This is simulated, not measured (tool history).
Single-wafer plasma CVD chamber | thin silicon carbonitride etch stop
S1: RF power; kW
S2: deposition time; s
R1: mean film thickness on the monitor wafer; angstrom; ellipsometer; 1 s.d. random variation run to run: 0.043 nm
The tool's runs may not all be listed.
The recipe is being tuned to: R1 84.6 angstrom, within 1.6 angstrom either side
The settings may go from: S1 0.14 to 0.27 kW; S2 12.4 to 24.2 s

run    day     S1    S2      R1
  1      0  0.205  18.3  101.06
  2  0.071   0.19  17.6  94.587
  3  0.171   0.21  17.6  97.654
  4  0.221   0.21  19.5  108.39
  5  0.542  0.195  18.5  100.01
  6   0.85  0.195  16.7  90.511
  7  0.938  0.185  16.6  88.382
  8  1.042   0.18  16.5   87.76

Exercise: of the 4 proposed moves below, exactly one satisfies all targets within the stated allowed misses. Which move is it?
  A  1.146  0.185  16.6   ?
  B  1.146   0.19  17.3   ?
  C  1.146  0.185  15.9   ?
  D  1.146    0.2  16.2   ?

move      R1
   A  88.572
   B  93.099
   C  84.837
   D  88.619
A: the biggest miss grows against the last run
B: the biggest miss grows against the last run
C: hits every target within its allowed miss
D: the biggest miss grows against the last run
Go with C: it meets all targets.
